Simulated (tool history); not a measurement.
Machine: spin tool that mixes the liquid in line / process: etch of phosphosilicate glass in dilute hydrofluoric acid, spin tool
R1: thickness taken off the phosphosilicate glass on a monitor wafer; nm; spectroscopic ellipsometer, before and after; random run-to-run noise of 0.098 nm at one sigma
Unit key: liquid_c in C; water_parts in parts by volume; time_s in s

Run 1, day 0: liquid_c 21 C, water_parts 140 parts by volume, time_s 15 s. Result: R1 9.5904 nm.
Run 2, day 0.1: liquid_c 22 C, water_parts 140 parts by volume, time_s 15 s. Result: R1 9.9444 nm.
Run 3, day 0.438: liquid_c 23 C, water_parts 140 parts by volume, time_s 15 s. Result: R1 10.526 nm.
Run 4, day 0.558: liquid_c 23 C, water_parts 155 parts by volume, time_s 15 s. Result: R1 9.2765 nm.
Run 5, day 0.625: liquid_c 24 C, water_parts 150 parts by volume, time_s 15 s. Result: R1 10.034 nm.
Run 6, day 0.896: liquid_c 24.5 C, water_parts 145 parts by volume, time_s 15 s. Result: R1 10.678 nm.
Run 7, day 1.079: liquid_c 25 C, water_parts 145 parts by volume, time_s 15 s. Result: R1 10.795 nm.
Run 8, day 1.417: liquid_c 25.5 C, water_parts 140 parts by volume, time_s 15 s. Result: R1 11.456 nm.

Forecast run 9:
Run 9, day 1.612: liquid_c 29 C, water_parts 125 parts by volume, time_s 15 s. Result: R1 ?.

R1: 15.181 nm
